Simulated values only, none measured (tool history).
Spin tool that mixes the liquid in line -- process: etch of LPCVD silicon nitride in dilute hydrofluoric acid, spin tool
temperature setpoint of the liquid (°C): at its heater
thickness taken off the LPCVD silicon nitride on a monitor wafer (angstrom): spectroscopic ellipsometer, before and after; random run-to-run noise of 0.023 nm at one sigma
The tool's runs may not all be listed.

| run | hour | temperature setpoint of the liquid (°C) | parts of water to one part of 49 % hydrofluoric acid (parts by volume) | time under the liquid (s) | thickness taken off the LPCVD silicon nitride on a monitor wafer (angstrom) |
|---|---|---|---|---|---|
| 1 | 0.0 | 26.0 | 75 | 325 | 26.739 |
| 2 | 6.0 | 25.0 | 80 | 325 | 23.296 |
| 3 | 6.8 | 22.0 | 80 | 325 | 19.438 |
| 4 | 15.4 | 23.0 | 80 | 325 | 20.314 |
| 5 | 22.0 | 22.5 | 85 | 325 | 17.879 |
| 6 | 24.0 | 20.0 | 85 | 325 | 15.788 |

What will run 7 give?
| 7 | 30.8 | 19.0 | 95 | 325 | ? |

thickness taken off the LPCVD silicon nitride on a monitor wafer (angstrom): 13.021
